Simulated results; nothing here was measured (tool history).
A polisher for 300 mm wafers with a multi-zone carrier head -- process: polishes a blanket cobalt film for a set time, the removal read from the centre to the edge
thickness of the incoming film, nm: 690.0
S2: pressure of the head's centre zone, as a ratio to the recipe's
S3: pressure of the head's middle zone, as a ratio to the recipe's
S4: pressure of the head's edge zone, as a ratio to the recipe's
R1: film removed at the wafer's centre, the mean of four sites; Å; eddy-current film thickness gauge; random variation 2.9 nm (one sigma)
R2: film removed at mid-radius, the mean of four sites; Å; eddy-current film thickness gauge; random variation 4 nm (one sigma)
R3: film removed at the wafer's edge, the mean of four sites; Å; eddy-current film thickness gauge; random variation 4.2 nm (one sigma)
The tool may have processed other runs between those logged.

{"run": 1, "hour": 0.0, "flow of slurry (ml/min)": 170, "S2": 1, "S3": 1, "S4": 1, "polishing time (s)": 60, "R1": 2661.9, "R2": 2579.1, "R3": 2689.6}
{"run": 2, "hour": 6.6, "flow of slurry (ml/min)": 170, "S2": 1, "S3": 1.05, "S4": 1, "polishing time (s)": 60, "R1": 2635, "R2": 2705.8, "R3": 2687.6}
{"run": 3, "hour": 14.2, "flow of slurry (ml/min)": 170, "S2": 1, "S3": 1.1, "S4": 1, "polishing time (s)": 60, "R1": 2697.3, "R2": 2779.7, "R3": 2650.8}
{"run": 4, "hour": 22.5, "flow of slurry (ml/min)": 170, "S2": 1, "S3": 1.06, "S4": 1, "polishing time (s)": 60, "R1": 2653.5, "R2": 2701.1, "R3": 2668.8}
{"run": 5, "hour": 24.6, "flow of slurry (ml/min)": 180, "S2": 1.02, "S3": 1.06, "S4": 1.03, "polishing time (s)": 62, "R1": 2862.3, "R2": 2829.9, "R3": 2843.7}
{"run": 6, "hour": 31.7, "flow of slurry (ml/min)": 180, "S2": 1.02, "S3": 1.06, "S4": 1.03, "polishing time (s)": 54, "R1": 2490.9, "R2": 2483.9, "R3": 2480.3}
{"run": 7, "hour": 39.6, "flow of slurry (ml/min)": 180, "S2": 1.02, "S3": 1.06, "S4": 1.03, "polishing time (s)": 54, "R1": 2483.5, "R2": 2445.3, "R3": 2405.8}

What does the tool deliver on the next run?
{"run": 8, "hour": 45.0, "flow of slurry (ml/min)": 180, "S2": 1.03, "S3": 1.06, "S4": 1.04, "polishing time (s)": 58, "R1": "?", "R2": "?", "R3": "?"}

Run 8 measured R1 2687.7 Å, R2 2667.2 Å, R3 2628.1 Å.
